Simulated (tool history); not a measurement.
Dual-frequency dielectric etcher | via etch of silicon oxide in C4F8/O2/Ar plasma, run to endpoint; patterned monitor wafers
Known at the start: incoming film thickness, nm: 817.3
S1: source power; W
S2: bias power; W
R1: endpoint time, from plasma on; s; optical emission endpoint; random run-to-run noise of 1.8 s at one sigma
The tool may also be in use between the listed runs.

run 1 hour=0 | S1=1430 S2=2674 | R1=178.28
run 2 hour=6.2 | S1=1320 S2=2583 | R1=190.9
run 3 hour=12.4 | S1=1570 S2=2583 | R1=167.37
run 4 hour=14.7 | S1=1460 S2=2538 | R1=178.12
run 5 hour=22.6 | S1=1660 S2=2538 | R1=162.76
run 6 hour=24 | S1=1660 S2=2712 | R1=164.47
run 7 hour=29 | S1=1500 S2=2708 | R1=173.82

What will run 8 give?
run 8 hour=34.1 | S1=1500 S2=2708 | R1=?

{"run 8": {"R1": 171.61}}
